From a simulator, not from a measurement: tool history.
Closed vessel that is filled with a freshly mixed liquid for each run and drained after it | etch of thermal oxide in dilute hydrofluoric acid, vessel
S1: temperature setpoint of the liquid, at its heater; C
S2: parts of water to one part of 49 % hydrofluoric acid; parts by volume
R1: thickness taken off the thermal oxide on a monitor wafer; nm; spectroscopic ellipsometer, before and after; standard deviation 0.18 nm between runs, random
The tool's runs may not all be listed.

{"run": 1, "hour": 0.0, "S1": 21.0, "S2": 225, "time in the liquid (s)": 2650, "R1": 44.769}
{"run": 2, "hour": 2.3, "S1": 20.5, "S2": 235, "time in the liquid (s)": 2650, "R1": 41.634}
{"run": 3, "hour": 3.9, "S1": 20.5, "S2": 235, "time in the liquid (s)": 2855, "R1": 44.067}
{"run": 4, "hour": 7.0, "S1": 23.5, "S2": 235, "time in the liquid (s)": 2855, "R1": 49.746}
{"run": 5, "hour": 9.5, "S1": 23.5, "S2": 235, "time in the liquid (s)": 2650, "R1": 46.595}
{"run": 6, "hour": 12.8, "S1": 22.5, "S2": 240, "time in the liquid (s)": 2650, "R1": 43.054}
{"run": 7, "hour": 20.6, "S1": 21.5, "S2": 245, "time in the liquid (s)": 2650, "R1": 40.912}

What does the tool deliver on the next run?
{"run": 8, "hour": 28.1, "S1": 21.0, "S2": 250, "time in the liquid (s)": 2650, "R1": "?"}

R1: 39.575 nm

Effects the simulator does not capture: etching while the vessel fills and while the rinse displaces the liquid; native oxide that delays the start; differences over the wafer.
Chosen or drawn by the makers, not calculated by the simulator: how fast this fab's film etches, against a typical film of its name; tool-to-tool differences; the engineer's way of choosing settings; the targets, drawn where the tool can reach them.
